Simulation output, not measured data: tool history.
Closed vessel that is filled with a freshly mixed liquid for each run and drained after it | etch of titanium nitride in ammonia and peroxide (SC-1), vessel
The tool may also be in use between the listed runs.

run	hour	temperature setpoint of the liquid (°C)	parts of water to one part of 30 % peroxide (parts by volume)	parts of 29 % ammonia solution to one part of 30 % peroxide (parts by volume)	time in the liquid (s)	thickness taken off the titanium nitride on a monitor wafer (nm)
1	0	54	8.5	0.5	100	10.663
2	8.2	58	8.5	0.5	100	14.004
3	12	58	8.5	0.5	100	14.096
4	17.3	56	8.5	0.5	100	12.35
5	25.1	56	10.5	0.5	100	11.025
6	30.8	56	13.5	0.5	100	9.7021
7	38.3	55	13.5	0.5	100	9.1123
8	39.2	54	13.5	0.5	100	8.3657

Run 9 comes next. What will it give?
9	40.8	54	13.5	0.5	100	?

{"run 9": {"thickness taken off the titanium nitride on a monitor wafer (nm)": 8.4543}}
